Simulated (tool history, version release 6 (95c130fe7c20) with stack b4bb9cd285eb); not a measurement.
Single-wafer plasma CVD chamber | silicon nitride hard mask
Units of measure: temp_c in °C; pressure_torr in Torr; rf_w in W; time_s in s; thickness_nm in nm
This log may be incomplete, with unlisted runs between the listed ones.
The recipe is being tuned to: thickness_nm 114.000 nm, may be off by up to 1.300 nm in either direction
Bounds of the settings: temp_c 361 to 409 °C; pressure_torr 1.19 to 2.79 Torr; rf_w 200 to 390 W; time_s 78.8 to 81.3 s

| run | hour | temp_c | pressure_torr | rf_w | time_s | thickness_nm |
|---|---|---|---|---|---|---|
| 1 | 0.0 | 385 | 1.99 | 295 | 78.8 | 95.212 |
| 2 | 2.5 | 385 | 2.15 | 305 | 78.8 | 98.886 |
| 3 | 9.5 | 391 | 2.15 | 305 | 78.8 | 98.351 |
| 4 | 18.4 | 391 | 2.15 | 305 | 81.3 | 101.890 |
| 5 | 21.7 | 390 | 2.29 | 310 | 81.3 | 104.280 |
| 6 | 24.7 | 390 | 1.94 | 310 | 81.3 | 100.550 |
| 7 | 26.7 | 390 | 1.94 | 310 | 81.3 | 100.640 |
| 8 | 31.3 | 389 | 2.12 | 315 | 81.3 | 103.670 |
| 9 | 35.2 | 389 | 2.26 | 320 | 81.3 | 106.060 |
| 10 | 40.1 | 389 | 2.26 | 320 | 81.3 | 106.040 |
| 11 | 48.9 | 389 | 2.37 | 320 | 81.3 | 107.520 |
| 12 | 53.3 | 389 | 2.46 | 320 | 81.3 | 108.220 |
| 13 | 54.4 | 389 | 2.53 | 320 | 81.3 | 108.900 |
| 14 | 61.0 | 389 | 2.58 | 320 | 81.3 | 108.740 |

Exactly one of the 5 candidate moves below puts every result within its allowed miss. Which one?
| A | 67.6 | 387 | 2.75 | 285 | 81.3 | ? |
| B | 67.6 | 392 | 2.35 | 360 | 80.7 | ? |
| C | 67.6 | 393 | 2.47 | 300 | 80.3 | ? |
| D | 67.6 | 392 | 2.78 | 290 | 80.0 | ? |
| E | 67.6 | 397 | 2.44 | 350 | 79.4 | ? |

| move | thickness_nm |
|---|---|
| A | 102.170 |
| B | 114.610 |
| C | 102.230 |
| D | 101.750 |
| E | 111.400 |
A: moves away from the targets compared with the last run
B: all results land within tolerance of their targets
C: moves away from the targets compared with the last run
D: moves away from the targets compared with the last run
E: closes in on the targets versus the last run, not all within tolerance yet
So the answer is move B, the one that meets all the targets.
